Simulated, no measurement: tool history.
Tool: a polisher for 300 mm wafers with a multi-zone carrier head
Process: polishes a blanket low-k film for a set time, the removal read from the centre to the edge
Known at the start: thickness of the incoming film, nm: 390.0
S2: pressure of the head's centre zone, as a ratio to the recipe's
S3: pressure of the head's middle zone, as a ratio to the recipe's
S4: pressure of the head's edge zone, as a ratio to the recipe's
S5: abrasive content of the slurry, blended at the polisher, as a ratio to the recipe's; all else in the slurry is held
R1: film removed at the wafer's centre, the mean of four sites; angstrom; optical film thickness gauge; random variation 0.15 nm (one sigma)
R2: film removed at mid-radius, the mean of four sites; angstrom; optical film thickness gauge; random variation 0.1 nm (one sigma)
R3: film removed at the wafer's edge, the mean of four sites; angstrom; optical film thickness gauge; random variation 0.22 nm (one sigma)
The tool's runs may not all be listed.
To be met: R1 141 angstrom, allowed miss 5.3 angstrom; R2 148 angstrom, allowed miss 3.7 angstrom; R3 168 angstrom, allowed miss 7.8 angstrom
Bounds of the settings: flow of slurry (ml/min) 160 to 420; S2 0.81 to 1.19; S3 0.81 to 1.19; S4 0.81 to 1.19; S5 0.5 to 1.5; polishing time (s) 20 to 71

Run 1, hour 0: flow of slurry (ml/min) 270, S2 1, S3 1, S4 1, S5 1, polishing time (s) 45. Result: R1 191.37 angstrom, R2 193.66 angstrom, R3 197.95 angstrom.
Run 2, hour 1.6: flow of slurry (ml/min) 270, S2 1.07, S3 1, S4 1, S5 1, polishing time (s) 45. Result: R1 204.03 angstrom, R2 194.37 angstrom, R3 196.22 angstrom.
Run 3, hour 2.2: flow of slurry (ml/min) 270, S2 1.07, S3 1, S4 1.06, S5 1, polishing time (s) 45. Result: R1 206.78 angstrom, R2 192.14 angstrom, R3 204.07 angstrom.
Run 4, hour 5: flow of slurry (ml/min) 270, S2 1.07, S3 1.08, S4 1.06, S5 1, polishing time (s) 45. Result: R1 207.2 angstrom, R2 208.03 angstrom, R3 202.98 angstrom.
Run 5, hour 7.6: flow of slurry (ml/min) 265, S2 1.02, S3 1.03, S4 1.04, S5 0.95, polishing time (s) 45. Result: R1 190.01 angstrom, R2 194.75 angstrom, R3 194.51 angstrom.
Run 6, hour 11: flow of slurry (ml/min) 255, S2 0.99, S3 0.99, S4 1.03, S5 0.9, polishing time (s) 45. Result: R1 180.58 angstrom, R2 181.4 angstrom, R3 190.5 angstrom.
Run 7, hour 19.6: flow of slurry (ml/min) 250, S2 0.96, S3 0.96, S4 1.01, S5 0.85, polishing time (s) 45. Result: R1 170.35 angstrom, R2 174.68 angstrom, R3 184.06 angstrom.
Run 8, hour 21.3: flow of slurry (ml/min) 245, S2 0.94, S3 0.93, S4 1, S5 0.8, polishing time (s) 45. Result: R1 163.14 angstrom, R2 164.06 angstrom, R3 172.51 angstrom.
Run 9, hour 22.7: flow of slurry (ml/min) 240, S2 0.91, S3 0.91, S4 1.01, S5 0.8, polishing time (s) 45. Result: R1 154.94 angstrom, R2 159.89 angstrom, R3 179.98 angstrom.
Run 10, hour 26.8: flow of slurry (ml/min) 235, S2 0.9, S3 0.9, S4 1, S5 0.8, polishing time (s) 45. Result: R1 153.29 angstrom, R2 159.02 angstrom, R3 175.98 angstrom.
Run 11, hour 33.9: flow of slurry (ml/min) 230, S2 0.89, S3 0.89, S4 0.99, S5 0.8, polishing time (s) 45. Result: R1 153.32 angstrom, R2 157.16 angstrom, R3 172.1 angstrom.
Run 12, hour 41.7: flow of slurry (ml/min) 225, S2 0.88, S3 0.88, S4 0.99, S5 0.8, polishing time (s) 45. Result: R1 146.87 angstrom, R2 155.36 angstrom, R3 174.18 angstrom.

4 next moves are on the table. One of them brings every result within its allowed miss. Which?
Run A, hour 49.5: flow of slurry (ml/min) 340, S2 0.81, S3 0.92, S4 1.05, S5 0.8, polishing time (s) 46. Result: R1 ?, R2 ?, R3 ?.
Run B, hour 49.5: flow of slurry (ml/min) 160, S2 0.87, S3 0.87, S4 0.96, S5 1, polishing time (s) 41. Result: R1 ?, R2 ?, R3 ?.
Run C, hour 49.5: flow of slurry (ml/min) 255, S2 0.89, S3 0.87, S4 1.04, S5 0.7, polishing time (s) 49. Result: R1 ?, R2 ?, R3 ?.
Run D, hour 49.5: flow of slurry (ml/min) 240, S2 0.87, S3 0.92, S4 1, S5 0.7, polishing time (s) 48. Result: R1 ?, R2 ?, R3 ?.

move      R1      R2      R3
   A  144.72  170.82  189.31
   B  141.24  149.32  169.03
   C  155.18  159.42  185.41
   D  147.72  162.71  177.33
A: further off than the last run
B: meets every target
C: further off than the last run
D: further off than the last run
Move B is the one to make.
